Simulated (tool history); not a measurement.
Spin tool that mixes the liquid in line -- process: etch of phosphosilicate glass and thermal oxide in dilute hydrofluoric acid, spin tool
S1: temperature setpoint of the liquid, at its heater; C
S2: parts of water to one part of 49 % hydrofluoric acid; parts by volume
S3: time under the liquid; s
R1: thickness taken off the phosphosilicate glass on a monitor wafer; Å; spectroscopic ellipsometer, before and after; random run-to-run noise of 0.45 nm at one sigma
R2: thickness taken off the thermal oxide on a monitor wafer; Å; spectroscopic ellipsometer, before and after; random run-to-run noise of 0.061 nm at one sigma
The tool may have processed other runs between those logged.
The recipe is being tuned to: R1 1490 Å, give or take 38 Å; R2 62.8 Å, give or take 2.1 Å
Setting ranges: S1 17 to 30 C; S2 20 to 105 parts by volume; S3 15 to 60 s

run	hour	S1	S2	S3	R1	R2
1	0	22	55	30	650.23	26.956
2	1.9	22	70	30	497.95	21.429
3	10.2	22	70	40	664.02	27.662
4	12.7	22	70	50	826.53	34.932
5	15	24	65	50	975.54	40.628
6	21.9	25.5	65	50	1036.9	43.402
# hour 29.1: thermometer replaced
7	29.1	26.5	60	50	1086.8	46.294
8	34.6	26.5	55	50	1196.2	50.537
9	40.5	27	50	50	1356.9	57.274
10	48.1	27.5	50	50	1377.3	58.786

4 next moves are on the table. One of them brings every result within its allowed miss. Which?
A	55.7	25.5	50	50	?	?
B	55.7	28.5	30	30	?	?
C	55.7	26	45	55	?	?
D	55.7	30	30	30	?	?

move	R1	R2
A	1277.5	53.294
B	1485.2	61.956
C	1604.6	66.939
D	1577.6	65.812
A: lands further from the targets than the last run did
B: all results in spec
C: moves the result that the last run missed by most past its target, out the other side
D: moves the result that the last run missed by most past its target, out the other side
Move B is the one to make.
